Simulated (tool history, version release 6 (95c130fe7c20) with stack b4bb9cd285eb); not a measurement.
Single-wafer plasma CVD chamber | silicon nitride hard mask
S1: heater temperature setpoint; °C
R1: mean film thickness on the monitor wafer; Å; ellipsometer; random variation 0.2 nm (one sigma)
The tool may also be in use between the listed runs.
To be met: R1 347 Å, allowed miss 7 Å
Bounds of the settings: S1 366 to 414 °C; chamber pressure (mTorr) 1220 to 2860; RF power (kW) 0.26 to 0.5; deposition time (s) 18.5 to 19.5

run 1 hour=0 | S1=390 chamber_pressure_(mTorr)=2040 RF_power_(kW)=0.38 deposition_time_(s)=19.5 | R1=317.24
run 2 hour=3.8 | S1=381 chamber_pressure_(mTorr)=2040 RF_power_(kW)=0.38 deposition_time_(s)=19.5 | R1=324.49
run 3 hour=11.6 | S1=381 chamber_pressure_(mTorr)=2040 RF_power_(kW)=0.38 deposition_time_(s)=19.5 | R1=322.55
run 4 hour=18.8 | S1=381 chamber_pressure_(mTorr)=2140 RF_power_(kW)=0.385 deposition_time_(s)=19.5 | R1=328.02
run 5 hour=27 | S1=381 chamber_pressure_(mTorr)=2140 RF_power_(kW)=0.385 deposition_time_(s)=19.5 | R1=328.55
run 6 hour=30.9 | S1=381 chamber_pressure_(mTorr)=2140 RF_power_(kW)=0.385 deposition_time_(s)=19.5 | R1=330.29
run 7 hour=38.2 | S1=381 chamber_pressure_(mTorr)=2210 RF_power_(kW)=0.385 deposition_time_(s)=19.5 | R1=333.18
-- hour=44.7 capacitance manometer re-zeroed and calibrated
run 8 hour=44.7 | S1=381 chamber_pressure_(mTorr)=2270 RF_power_(kW)=0.385 deposition_time_(s)=19.5 | R1=330.16
run 9 hour=52.9 | S1=380 chamber_pressure_(mTorr)=2310 RF_power_(kW)=0.39 deposition_time_(s)=19.5 | R1=332.52

5 next moves are on the table. One of them brings every result within its allowed miss. Which?
run A hour=61.1 | S1=385 chamber_pressure_(mTorr)=2490 RF_power_(kW)=0.39 deposition_time_(s)=19.2 | R1=?
run B hour=61.1 | S1=368 chamber_pressure_(mTorr)=2730 RF_power_(kW)=0.38 deposition_time_(s)=18.6 | R1=?
run C hour=61.1 | S1=382 chamber_pressure_(mTorr)=2390 RF_power_(kW)=0.385 deposition_time_(s)=19.5 | R1=?
run D hour=61.1 | S1=388 chamber_pressure_(mTorr)=2660 RF_power_(kW)=0.375 deposition_time_(s)=19.3 | R1=?
run E hour=61.1 | S1=384 chamber_pressure_(mTorr)=2190 RF_power_(kW)=0.455 deposition_time_(s)=18.7 | R1=?

move=A R1=329.02
move=B R1=321.31
move=C R1=328.81
move=D R1=326.48
move=E R1=341.1
A: further off than the last run
B: further off than the last run
C: further off than the last run
D: further off than the last run
E: meets every target
Answer: E
